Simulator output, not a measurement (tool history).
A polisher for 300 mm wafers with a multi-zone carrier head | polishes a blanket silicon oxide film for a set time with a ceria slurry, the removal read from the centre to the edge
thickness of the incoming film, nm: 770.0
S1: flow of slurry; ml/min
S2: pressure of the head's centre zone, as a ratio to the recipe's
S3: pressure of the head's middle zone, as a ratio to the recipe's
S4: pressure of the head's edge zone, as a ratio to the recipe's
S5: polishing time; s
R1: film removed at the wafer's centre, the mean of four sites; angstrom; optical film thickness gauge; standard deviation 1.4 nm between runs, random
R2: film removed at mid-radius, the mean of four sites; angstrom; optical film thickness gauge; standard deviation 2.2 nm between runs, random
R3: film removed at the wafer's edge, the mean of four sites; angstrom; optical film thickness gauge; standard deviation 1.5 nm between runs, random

| run | day | S1 | S2 | S3 | S4 | S5 | R1 | R2 | R3 |
|---|---|---|---|---|---|---|---|---|---|
| 1 | 0 | 305 | 1 | 1 | 1 | 56 | 1438.7 | 1426.2 | 1433 |
| 2 | 0.204 | 305 | 0.94 | 1 | 1 | 56 | 1364.1 | 1471.2 | 1394.6 |
| 3 | 0.288 | 315 | 0.98 | 1.03 | 1.01 | 57 | 1430.2 | 1547.9 | 1439.7 |
| 4 | 0.479 | 320 | 1.02 | 1.04 | 1.02 | 58 | 1516.1 | 1593.4 | 1506.3 |
| 5 | 0.621 | 320 | 1.02 | 1.04 | 1.02 | 47 | 1221.2 | 1263.1 | 1214.6 |
| 6 | 0.783 | 325 | 1.06 | 1.06 | 1.03 | 50 | 1364.4 | 1372.4 | 1300 |
| 7 | 1.025 | 330 | 1.08 | 1.07 | 1.06 | 52 | 1449.9 | 1453.7 | 1363.5 |
| 8 | 1.15 | 330 | 1.09 | 1.07 | 1.08 | 54 | 1532.4 | 1491.4 | 1423 |

Run 9 is up next; what results do you expect?
| 9 | 1.433 | 335 | 1.09 | 1.07 | 1.1 | 55 | ? | ? | ? |

{"run 9": {"R1": 1543.1, "R2": 1522.5, "R3": 1480.1}}
